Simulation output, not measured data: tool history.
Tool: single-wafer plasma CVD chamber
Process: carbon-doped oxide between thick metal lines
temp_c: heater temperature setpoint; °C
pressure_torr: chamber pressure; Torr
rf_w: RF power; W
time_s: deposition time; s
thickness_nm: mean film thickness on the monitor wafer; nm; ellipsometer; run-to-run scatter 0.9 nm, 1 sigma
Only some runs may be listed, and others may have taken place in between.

run  hour  temp_c  pressure_torr  rf_w  time_s  thickness_nm
  1   0.0     360           6.26   450   102.8        486.20
  2   5.6     363           5.89   440   102.8        468.66
  3  13.8     366           5.64   440   102.8        462.50
  4  16.8     369           5.43   440   102.8        459.54
  5  24.2     369           5.43   440   102.8        459.66
  6  26.0     369           5.43   440   102.8        459.42

Run 7 is up next; what results do you expect?
  7  33.5     371           5.18   435   102.8             ?

Run 7 came out at thickness_nm 449.32 nm.
